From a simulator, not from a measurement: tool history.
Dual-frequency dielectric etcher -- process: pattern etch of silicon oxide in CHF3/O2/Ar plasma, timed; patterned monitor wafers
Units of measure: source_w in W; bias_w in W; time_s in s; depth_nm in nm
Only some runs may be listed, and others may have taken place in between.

run  hour  source_w  bias_w  time_s  depth_nm
  1     0       590     144   303.5    625.19
  2   4.1       590     144   303.5    619.65
  3   5.4       550     139   301.5    592.22
  4   6.3       600     139   301.5    617.73
  5  12.7       500     139   301.5    575.98
  6  14.6       470     136   300.5    560.51

Predict the results of run 7:
  7  17.8       450     133   299.5         ?

{"run 7": {"depth_nm": 533.76}}

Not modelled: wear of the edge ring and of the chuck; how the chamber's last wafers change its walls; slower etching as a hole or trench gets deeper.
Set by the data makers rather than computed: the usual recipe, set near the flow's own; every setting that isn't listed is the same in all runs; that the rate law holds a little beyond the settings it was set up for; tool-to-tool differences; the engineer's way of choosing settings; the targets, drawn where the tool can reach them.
